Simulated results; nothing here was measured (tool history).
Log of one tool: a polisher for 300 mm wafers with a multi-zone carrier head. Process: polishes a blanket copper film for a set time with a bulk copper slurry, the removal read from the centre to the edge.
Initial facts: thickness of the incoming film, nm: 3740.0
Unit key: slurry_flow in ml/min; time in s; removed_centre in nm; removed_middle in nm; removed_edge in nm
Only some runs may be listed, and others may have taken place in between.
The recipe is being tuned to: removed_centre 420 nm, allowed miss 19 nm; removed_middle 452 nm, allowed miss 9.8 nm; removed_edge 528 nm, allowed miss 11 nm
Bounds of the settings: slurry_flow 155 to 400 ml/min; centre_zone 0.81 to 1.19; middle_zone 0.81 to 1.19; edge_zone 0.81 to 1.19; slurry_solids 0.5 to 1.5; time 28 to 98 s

run 1 hour=0 | slurry_flow=255 centre_zone=1 middle_zone=1 edge_zone=1 slurry_solids=1 time=63 | removed_centre=725.75 removed_middle=659.77 removed_edge=659.04
run 2 hour=2.4 | slurry_flow=255 centre_zone=1 middle_zone=1 edge_zone=1.07 slurry_solids=1 time=63 | removed_centre=747.33 removed_middle=654.5 removed_edge=683.42
run 3 hour=8.5 | slurry_flow=255 centre_zone=1.06 middle_zone=1 edge_zone=1.07 slurry_solids=1 time=63 | removed_centre=768.93 removed_middle=647.4 removed_edge=676.17
run 4 hour=10.3 | slurry_flow=245 centre_zone=1.03 middle_zone=1 edge_zone=1.08 slurry_solids=0.95 time=61 | removed_centre=728.38 removed_middle=624.69 removed_edge=652.99
run 5 hour=17.6 | slurry_flow=245 centre_zone=1.03 middle_zone=1 edge_zone=1.04 slurry_solids=0.95 time=61 | removed_centre=734.05 removed_middle=623.77 removed_edge=643.97
run 6 hour=22.3 | slurry_flow=245 centre_zone=1.03 middle_zone=1 edge_zone=1.04 slurry_solids=0.8 time=61 | removed_centre=689.78 removed_middle=598.48 removed_edge=622.36
run 7 hour=24.4 | slurry_flow=250 centre_zone=1.01 middle_zone=1 edge_zone=1.06 slurry_solids=0.75 time=59 | removed_centre=656.58 removed_middle=576.08 removed_edge=597.49
run 8 hour=29.9 | slurry_flow=180 centre_zone=0.91 middle_zone=0.92 edge_zone=1.16 slurry_solids=0.8 time=48 | removed_centre=463.1 removed_middle=421.34 removed_edge=496.55
run 9 hour=31 | slurry_flow=180 centre_zone=0.9 middle_zone=0.92 edge_zone=1.16 slurry_solids=0.8 time=48 | removed_centre=454.37 removed_middle=423.22 removed_edge=494.13

Which of these 5 next moves meets every target?
run A hour=32.1 | slurry_flow=155 centre_zone=0.81 middle_zone=0.95 edge_zone=1.19 slurry_solids=0.8 time=51 | removed_centre=? removed_middle=? removed_edge=?
run B hour=32.1 | slurry_flow=165 centre_zone=1 middle_zone=0.88 edge_zone=1.03 slurry_solids=0.65 time=50 | removed_centre=? removed_middle=? removed_edge=?
run C hour=32.1 | slurry_flow=180 centre_zone=0.83 middle_zone=1.01 edge_zone=1.05 slurry_solids=1 time=47 | removed_centre=? removed_middle=? removed_edge=?
run D hour=32.1 | slurry_flow=165 centre_zone=0.92 middle_zone=0.96 edge_zone=1.16 slurry_solids=0.85 time=43 | removed_centre=? removed_middle=? removed_edge=?
run E hour=32.1 | slurry_flow=170 centre_zone=0.91 middle_zone=0.97 edge_zone=1.17 slurry_solids=1 time=43 | removed_centre=? removed_middle=? removed_edge=?

move=A removed_centre=415.99 removed_middle=448.56 removed_edge=527.55
move=B removed_centre=490.77 removed_middle=401.47 removed_edge=466.86
move=C removed_centre=423.94 removed_middle=467.92 removed_edge=486.1
move=D removed_centre=408.78 removed_middle=390.65 removed_edge=448.05
move=E removed_centre=420.21 removed_middle=409.24 removed_edge=466.57
A: in spec on every target
B: further off than the last run
C: further off than the last run
D: further off than the last run
E: further off than the last run
Answer: A
